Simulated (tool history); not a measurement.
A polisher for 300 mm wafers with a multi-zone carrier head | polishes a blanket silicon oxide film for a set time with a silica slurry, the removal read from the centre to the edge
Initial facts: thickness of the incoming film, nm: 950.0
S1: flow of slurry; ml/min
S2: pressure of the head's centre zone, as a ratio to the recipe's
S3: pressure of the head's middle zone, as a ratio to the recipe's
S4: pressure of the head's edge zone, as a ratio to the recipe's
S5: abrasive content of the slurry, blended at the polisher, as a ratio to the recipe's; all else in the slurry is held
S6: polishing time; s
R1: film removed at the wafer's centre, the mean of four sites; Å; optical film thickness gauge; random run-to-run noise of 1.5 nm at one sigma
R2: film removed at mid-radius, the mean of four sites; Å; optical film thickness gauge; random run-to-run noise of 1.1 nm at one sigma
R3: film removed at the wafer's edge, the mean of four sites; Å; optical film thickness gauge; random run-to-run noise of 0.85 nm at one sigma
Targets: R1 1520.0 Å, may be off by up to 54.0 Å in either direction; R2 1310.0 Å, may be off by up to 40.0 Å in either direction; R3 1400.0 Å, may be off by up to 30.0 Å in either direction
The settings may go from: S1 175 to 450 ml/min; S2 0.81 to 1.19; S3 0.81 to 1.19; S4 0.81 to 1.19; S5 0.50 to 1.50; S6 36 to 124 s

Run 1, hour 0.0: S1 290 ml/min, S2 1.00, S3 1.00, S4 1.00, S5 1.00, S6 79 s. Result: R1 1825.1 Å, R2 1845.3 Å, R3 1754.4 Å.
Run 2, hour 3.9: S1 280 ml/min, S2 1.00, S3 0.94, S4 0.97, S5 0.90, S6 79 s. Result: R1 1757.4 Å, R2 1673.0 Å, R3 1663.4 Å.
Run 3, hour 8.0: S1 280 ml/min, S2 1.05, S3 0.94, S4 0.97, S5 0.90, S6 79 s. Result: R1 1883.1 Å, R2 1658.2 Å, R3 1646.3 Å.
Run 4, hour 15.1: S1 270 ml/min, S2 1.03, S3 0.90, S4 0.94, S5 0.80, S6 79 s. Result: R1 1748.1 Å, R2 1555.8 Å, R3 1571.4 Å.
Run 5, hour 21.5: S1 270 ml/min, S2 1.03, S3 0.90, S4 0.94, S5 0.95, S6 79 s. Result: R1 1862.8 Å, R2 1636.8 Å, R3 1642.3 Å.
Run 6, hour 22.7: S1 270 ml/min, S2 1.03, S3 0.90, S4 0.94, S5 0.95, S6 62 s. Result: R1 1459.6 Å, R2 1306.4 Å, R3 1304.9 Å.
Run 7, hour 27.4: S1 285 ml/min, S2 1.03, S3 0.89, S4 0.97, S5 0.95, S6 62 s. Result: R1 1458.4 Å, R2 1292.2 Å, R3 1318.7 Å.
Run 8, hour 35.6: S1 290 ml/min, S2 1.04, S3 0.89, S4 1.00, S5 0.95, S6 62 s. Result: R1 1508.1 Å, R2 1308.6 Å, R3 1337.1 Å.
Run 9, hour 37.1: S1 290 ml/min, S2 1.03, S3 0.88, S4 1.03, S5 0.95, S6 62 s. Result: R1 1449.1 Å, R2 1295.4 Å, R3 1356.5 Å.

4 candidate next runs follow, results not yet known. Just one meets every target within its allowed miss. Identify it.
Run A, hour 38.6: S1 275 ml/min, S2 1.05, S3 0.90, S4 1.02, S5 0.85, S6 64 s. Result: R1 ?, R2 ?, R3 ?.
Run B, hour 38.6: S1 285 ml/min, S2 1.14, S3 0.84, S4 0.96, S5 1.15, S6 57 s. Result: R1 ?, R2 ?, R3 ?.
Run C, hour 38.6: S1 355 ml/min, S2 0.93, S3 0.90, S4 0.98, S5 0.95, S6 64 s. Result: R1 ?, R2 ?, R3 ?.
Run D, hour 38.6: S1 235 ml/min, S2 1.04, S3 0.86, S4 1.02, S5 0.95, S6 65 s. Result: R1 ?, R2 ?, R3 ?.

move      R1      R2      R3
   A  1490.8  1283.8  1360.2
   B  1584.5  1201.3  1292.1
   C  1399.0  1359.0  1403.7
   D  1520.9  1287.2  1410.5
A: closes in on the targets versus the last run, not all within tolerance yet
B: moves away from the targets compared with the last run
C: the worst result of the last run now meets its target, but another is out of spec
D: every result lands within tolerance
Go with D: it meets all targets.
